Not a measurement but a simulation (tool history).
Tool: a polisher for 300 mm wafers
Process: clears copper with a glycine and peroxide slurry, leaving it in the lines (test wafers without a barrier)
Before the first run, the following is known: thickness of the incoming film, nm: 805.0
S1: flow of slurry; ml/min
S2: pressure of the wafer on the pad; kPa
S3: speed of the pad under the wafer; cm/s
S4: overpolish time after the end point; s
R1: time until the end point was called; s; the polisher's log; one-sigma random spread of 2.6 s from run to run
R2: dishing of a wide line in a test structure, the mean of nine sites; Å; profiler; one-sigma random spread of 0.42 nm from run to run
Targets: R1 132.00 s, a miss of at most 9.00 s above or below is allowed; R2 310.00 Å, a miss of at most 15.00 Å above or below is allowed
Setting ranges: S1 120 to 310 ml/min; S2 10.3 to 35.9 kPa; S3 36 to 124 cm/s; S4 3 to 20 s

run,day,S1,S2,S3,S4,R1,R2
1,0.000,200,22.8,80,10,191.55,291.31
2,0.250,200,20.0,80,10,199.46,257.18
3,0.458,200,24.8,80,10,169.94,299.88
4,0.800,200,22.8,80,10,178.59,285.59
5,1.017,155,22.8,80,10,197.70,273.50
6,1.292,175,24.1,80,9,176.15,261.93
7,1.588,175,24.1,80,9,187.85,265.30
8,1.850,200,25.5,80,9,170.79,283.91
# day 1.962: slurry nozzle cleaned
9,1.962,210,26.9,82,9,155.58,300.77
10,2.104,220,27.6,82,9,152.07,308.32
11,2.433,225,28.3,82,9,148.19,306.04
12,2.588,230,29.0,82,9,144.29,310.97
13,2.875,235,29.6,82,9,142.63,324.53
14,3.079,235,30.3,82,9,140.13,330.29
15,3.188,240,30.3,82,9,136.40,332.81
16,3.483,245,30.3,82,9,139.65,329.54

Of the 5 settings listed for the next run, only one would bring every result within its allowed miss of target. Which one?
A,3.779,230,29.6,72,9,?,?
B,3.779,260,31.7,104,8,?,?
C,3.779,230,34.5,96,7,?,?
D,3.779,165,33.8,94,9,?,?
E,3.779,220,35.9,70,8,?,?

move,R1,R2
A,152.32,304.05
B,117.68,340.79
C,117.39,305.70
D,126.79,353.83
E,135.32,304.52
A: brings the result that was furthest off to its target, and leaves another outside
B: its largest miss is bigger than the last run's
C: brings the result that was furthest off to its target, and leaves another outside
D: its largest miss is bigger than the last run's
E: all results in spec
The right move is E.
